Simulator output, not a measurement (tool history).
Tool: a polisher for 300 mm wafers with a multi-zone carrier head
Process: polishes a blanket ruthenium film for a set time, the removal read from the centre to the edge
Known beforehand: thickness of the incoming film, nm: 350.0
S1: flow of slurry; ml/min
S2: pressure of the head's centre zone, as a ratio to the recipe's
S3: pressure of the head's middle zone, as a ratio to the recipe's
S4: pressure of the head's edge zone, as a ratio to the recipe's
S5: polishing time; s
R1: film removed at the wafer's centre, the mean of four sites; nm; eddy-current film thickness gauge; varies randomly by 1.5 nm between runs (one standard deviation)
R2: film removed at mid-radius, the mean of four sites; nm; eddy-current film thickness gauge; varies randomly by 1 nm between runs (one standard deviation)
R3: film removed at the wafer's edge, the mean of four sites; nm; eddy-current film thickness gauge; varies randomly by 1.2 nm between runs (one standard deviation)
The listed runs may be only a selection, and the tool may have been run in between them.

run 1 hour=0.0 | S1=300 S2=1.00 S3=1.00 S4=1.00 S5=73 | R1=109.490 R2=108.380 R3=107.500
run 2 hour=0.6 | S1=300 S2=1.00 S3=0.97 S4=1.00 S5=73 | R1=108.040 R2=106.550 R3=107.630
run 3 hour=3.9 | S1=300 S2=1.00 S3=0.89 S4=1.00 S5=73 | R1=106.450 R2=98.758 R3=110.190
run 4 hour=10.1 | S1=230 S2=1.00 S3=0.89 S4=1.00 S5=73 | R1=105.830 R2=97.581 R3=104.070
run 5 hour=14.6 | S1=255 S2=1.00 S3=0.91 S4=1.03 S5=75 | R1=111.610 R2=102.150 R3=111.590
run 6 hour=18.6 | S1=255 S2=1.00 S3=0.91 S4=1.03 S5=60 | R1=87.194 R2=81.256 R3=87.967
run 7 hour=25.3 | S1=275 S2=0.99 S3=0.93 S4=1.05 S5=64 | R1=93.159 R2=89.516 R3=95.973
run 8 hour=27.2 | S1=360 S2=0.94 S3=0.99 S4=1.15 S5=85 | R1=121.180 R2=125.750 R3=134.980

Run 9, settings as shown, results not yet in. Your forecast:
run 9 hour=31.4 | S1=365 S2=0.94 S3=0.99 S4=1.16 S5=86 | R1=? R2=? R3=?

{"run 9": {"R1": 123.9, "R2": 128.37, "R3": 137.96}}

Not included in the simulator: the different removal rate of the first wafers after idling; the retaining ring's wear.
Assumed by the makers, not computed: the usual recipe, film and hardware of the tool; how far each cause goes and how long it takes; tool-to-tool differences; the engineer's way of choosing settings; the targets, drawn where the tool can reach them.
